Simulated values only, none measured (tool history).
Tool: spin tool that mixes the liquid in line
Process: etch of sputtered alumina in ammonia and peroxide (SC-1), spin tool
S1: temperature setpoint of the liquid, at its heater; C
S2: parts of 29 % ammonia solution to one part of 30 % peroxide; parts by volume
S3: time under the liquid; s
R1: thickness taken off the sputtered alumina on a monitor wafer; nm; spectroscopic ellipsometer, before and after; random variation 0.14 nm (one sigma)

run	hour	S1	S2	S3	R1
1	0.0	52.0	0.85	320	17.228
2	2.4	55.0	0.85	320	20.192
3	5.5	57.0	0.85	320	22.426
4	7.9	58.0	0.85	320	23.581
5	15.7	59.0	0.85	320	24.994
6	21.8	56.0	0.85	320	21.327
7	25.2	57.5	0.85	320	22.942

Run 8 comes next. What will it give?
8	31.3	58.5	0.85	320	?

R1: 24.413 nm
